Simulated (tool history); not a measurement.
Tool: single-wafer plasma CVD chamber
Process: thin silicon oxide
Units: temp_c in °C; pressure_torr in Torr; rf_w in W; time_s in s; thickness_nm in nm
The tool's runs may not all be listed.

run 1 hour=0 | temp_c=390 pressure_torr=0.929 rf_w=305 time_s=5.26 | thickness_nm=11.517
run 2 hour=8.7 | temp_c=390 pressure_torr=0.859 rf_w=300 time_s=5.26 | thickness_nm=10.883
run 3 hour=16 | temp_c=390 pressure_torr=0.949 rf_w=300 time_s=5.26 | thickness_nm=11.674
run 4 hour=24.7 | temp_c=390 pressure_torr=0.871 rf_w=295 time_s=5.26 | thickness_nm=10.939
run 5 hour=31.8 | temp_c=390 pressure_torr=0.808 rf_w=290 time_s=5.26 | thickness_nm=10.177
run 6 hour=38.3 | temp_c=390 pressure_torr=0.772 rf_w=290 time_s=5.26 | thickness_nm=9.8982
run 7 hour=41.2 | temp_c=390 pressure_torr=0.772 rf_w=290 time_s=5.26 | thickness_nm=9.9375

Run 8 comes next. What will it give?
run 8 hour=46.5 | temp_c=390 pressure_torr=0.74 rf_w=290 time_s=5.26 | thickness_nm=?

thickness_nm: 9.5875 nm

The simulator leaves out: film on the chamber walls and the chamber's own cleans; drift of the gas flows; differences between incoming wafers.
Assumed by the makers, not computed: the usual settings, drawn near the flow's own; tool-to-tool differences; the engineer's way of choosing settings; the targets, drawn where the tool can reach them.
